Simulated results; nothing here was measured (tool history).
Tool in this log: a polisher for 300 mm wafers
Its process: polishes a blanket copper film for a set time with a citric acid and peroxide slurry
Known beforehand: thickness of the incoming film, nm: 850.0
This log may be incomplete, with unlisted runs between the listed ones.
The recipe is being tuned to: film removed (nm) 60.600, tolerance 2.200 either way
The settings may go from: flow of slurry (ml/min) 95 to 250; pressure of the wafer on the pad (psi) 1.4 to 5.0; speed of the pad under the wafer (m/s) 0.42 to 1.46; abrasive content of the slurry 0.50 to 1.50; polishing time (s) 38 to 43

run  hour  flow of slurry (ml/min)  pressure of the wafer on the pad (psi)  speed of the pad under the wafer (m/s)  abrasive content of the slurry  polishing time (s)  film removed (nm)
  1   0.0                      160                                     3.2                                    0.94                            1.00                  43             91.735
  2   8.7                      160                                     3.0                                    0.94                            1.00                  43             87.489
  3  12.6                      160                                     3.0                                    1.12                            1.00                  43            102.310
  4  18.5                      160                                     3.0                                    1.12                            1.00                  38             89.759
  5  20.5                      160                                     2.8                                    1.12                            1.00                  38             86.639
  6  28.0                      160                                     2.6                                    1.12                            1.00                  38             78.929
  7  31.9                      160                                     2.5                                    1.12                            1.00                  38             75.070
  8  33.8                      160                                     2.4                                    1.12                            1.00                  38             71.810
  9  42.4                      160                                     2.3                                    1.12                            1.00                  38             69.925
 10  43.4                      155                                     2.1                                    1.12                            1.00                  38             63.557
 11  51.9                      150                                     2.1                                    1.12                            1.00                  38             62.654
 12  52.8                      145                                     2.1                                    1.12                            1.00                  38             64.135

Next run, 5 choices. One meets every target within its allowed miss, the rest don't. Which?
  A  53.7                      165                                     1.8                                    1.12                            0.90                  39                  ?
  B  53.7                      140                                     2.2                                    1.06                            0.90                  43                  ?
  C  53.7                      140                                     2.0                                    1.12                            1.10                  38                  ?
  D  53.7                      130                                     2.2                                    1.18                            0.95                  38                  ?
  E  53.7                      160                                     2.2                                    1.06                            0.95                  39                  ?

move  film removed (nm)
   A             55.922
   B             69.055
   C             60.530
   D             67.356
   E             64.488
A: carries the result that was furthest off beyond its target, to the other side
B: lands further from the targets than the last run did
C: every result lands within tolerance
D: lands further from the targets than the last run did
E: lands further from the targets than the last run did
C meets every target.
